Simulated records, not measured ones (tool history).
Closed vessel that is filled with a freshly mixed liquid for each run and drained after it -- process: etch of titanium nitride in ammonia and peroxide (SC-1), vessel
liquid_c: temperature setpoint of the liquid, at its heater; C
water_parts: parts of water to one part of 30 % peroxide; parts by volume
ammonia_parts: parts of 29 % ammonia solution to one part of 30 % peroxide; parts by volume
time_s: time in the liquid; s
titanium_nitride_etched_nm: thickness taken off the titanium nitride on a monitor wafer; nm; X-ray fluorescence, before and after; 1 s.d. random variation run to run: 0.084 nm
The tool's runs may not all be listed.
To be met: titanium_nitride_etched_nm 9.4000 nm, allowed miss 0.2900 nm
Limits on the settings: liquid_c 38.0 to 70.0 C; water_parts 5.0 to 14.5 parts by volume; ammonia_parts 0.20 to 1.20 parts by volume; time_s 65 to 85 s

run	hour	liquid_c	water_parts	ammonia_parts	time_s	titanium_nitride_etched_nm
1	0.0	54.0	8.0	0.85	85	4.2228
2	5.7	54.0	8.0	0.85	85	4.1730
3	9.6	54.0	10.5	0.85	85	3.7075
4	17.8	56.0	10.5	0.85	85	4.2167
5	27.1	56.0	12.5	0.85	85	3.8117
6	34.3	58.0	12.5	0.85	85	4.3812
7	38.6	59.5	12.5	0.85	85	4.8276
8	44.7	61.0	12.5	0.85	85	5.2754
9	50.7	62.5	12.5	0.85	85	5.8476

Which of these 4 next moves meets every target?
A	56.7	69.5	11.0	0.95	85	?
B	56.7	68.5	12.5	0.80	85	?
C	56.7	67.5	11.0	1.20	80	?
D	56.7	67.5	10.5	1.15	85	?

move	titanium_nitride_etched_nm
A	10.1180
B	8.6566
C	8.7085
D	9.4116
A: the result that was furthest off in the last run now lies on the other side of its target
B: an improvement on the last run, though not all results are within tolerance
C: an improvement on the last run, though not all results are within tolerance
D: all results land within tolerance of their targets
The right move is D.
